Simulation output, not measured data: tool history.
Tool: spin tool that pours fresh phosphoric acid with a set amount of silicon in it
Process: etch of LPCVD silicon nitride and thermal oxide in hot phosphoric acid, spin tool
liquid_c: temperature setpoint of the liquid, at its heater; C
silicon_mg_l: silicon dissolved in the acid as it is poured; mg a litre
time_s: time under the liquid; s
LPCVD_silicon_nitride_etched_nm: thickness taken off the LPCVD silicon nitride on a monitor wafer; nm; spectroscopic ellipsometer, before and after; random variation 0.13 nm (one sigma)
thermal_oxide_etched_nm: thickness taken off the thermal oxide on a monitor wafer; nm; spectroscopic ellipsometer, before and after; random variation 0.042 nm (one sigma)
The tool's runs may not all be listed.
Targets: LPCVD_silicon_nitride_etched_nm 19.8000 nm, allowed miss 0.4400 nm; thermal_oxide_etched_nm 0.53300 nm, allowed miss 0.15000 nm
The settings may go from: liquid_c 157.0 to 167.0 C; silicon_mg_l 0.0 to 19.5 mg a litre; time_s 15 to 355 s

| run | hour | liquid_c | silicon_mg_l | time_s | LPCVD_silicon_nitride_etched_nm | thermal_oxide_etched_nm |
|---|---|---|---|---|---|---|
| 1 | 0.0 | 162.0 | 8.5 | 180 | 14.8670 | 0.55333 |
| 2 | 4.4 | 160.0 | 8.5 | 180 | 13.8310 | 0.53640 |
| 3 | 6.0 | 160.0 | 8.5 | 115 | 8.9614 | 0.26403 |
| 4 | 13.1 | 161.0 | 10.0 | 125 | 9.9893 | 0.34907 |
| 5 | 14.1 | 161.0 | 15.0 | 125 | 9.9490 | 0.31474 |
| 6 | 21.3 | 161.5 | 15.5 | 135 | 10.8760 | 0.32597 |
| 7 | 26.6 | 162.0 | 16.0 | 145 | 11.9850 | 0.39895 |
| 8 | 34.2 | 162.5 | 16.5 | 155 | 12.9670 | 0.36229 |
| 9 | 36.5 | 162.5 | 16.5 | 155 | 12.9750 | 0.48343 |
| 10 | 43.2 | 162.5 | 17.0 | 165 | 13.9910 | 0.38431 |
| 11 | 45.1 | 165.0 | 17.5 | 210 | 19.0960 | 0.72858 |
| 12 | 49.8 | 164.5 | 18.0 | 210 | 18.7160 | 0.55606 |
| 13 | 52.6 | 164.5 | 19.0 | 215 | 19.3590 | 0.57109 |

4 next moves are on the table. One of them brings every result within its allowed miss. Which?
| A | 55.4 | 164.0 | 19.5 | 215 | ? | ? |
| B | 55.4 | 162.0 | 19.5 | 250 | ? | ? |
| C | 55.4 | 162.5 | 19.5 | 220 | ? | ? |
| D | 55.4 | 162.5 | 19.5 | 235 | ? | ? |

| move | LPCVD_silicon_nitride_etched_nm | thermal_oxide_etched_nm |
|---|---|---|
| A | 18.8440 | 0.62865 |
| B | 20.5070 | 0.63159 |
| C | 18.3480 | 0.57656 |
| D | 19.5990 | 0.61587 |
A: further off than the last run
B: takes the result that was furthest off past its target
C: further off than the last run
D: meets every target
Answer: D
